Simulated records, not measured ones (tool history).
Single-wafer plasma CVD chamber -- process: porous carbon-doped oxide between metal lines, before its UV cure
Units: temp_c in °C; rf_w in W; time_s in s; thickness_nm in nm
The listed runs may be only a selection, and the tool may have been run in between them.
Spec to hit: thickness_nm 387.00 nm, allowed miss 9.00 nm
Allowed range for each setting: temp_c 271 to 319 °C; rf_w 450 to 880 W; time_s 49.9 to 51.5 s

run  hour  temp_c  rf_w  time_s  thickness_nm
  1   0.0     295   665    49.9        305.81
  2   2.8     293   680    50.0        319.04
  3   5.4     293   680    51.5        329.23
  4   7.8     303   680    51.5        304.82
  5   8.4     303   680    51.5        306.88
  6  10.3     303   635    51.5        285.44
  7  17.3     300   640    51.5        290.16
  8  21.1     297   645    51.5        301.71
  9  23.1     285   715    51.5        364.82
 10  26.2     284   715    51.5        364.69
 11  28.5     283   715    51.5        368.52
 12  37.1     282   715    51.5        368.73
 13  40.0     281   715    51.5        373.87

Next run, 5 choices. One meets every target within its allowed miss, the rest don't. Which?
  A  42.9     271   720    51.5             ?
  B  42.9     280   745    51.0             ?
  C  42.9     282   695    50.1             ?
  D  42.9     277   760    51.5             ?
  E  42.9     278   770    50.9             ?

move  thickness_nm
   A        403.73
   B        385.88
   C        350.34
   D        405.54
   E        402.58
A: pushes the last run's worst result past its target
B: every result lands within tolerance
C: further off than the last run
D: pushes the last run's worst result past its target
E: pushes the last run's worst result past its target
Go with B: it meets all targets.
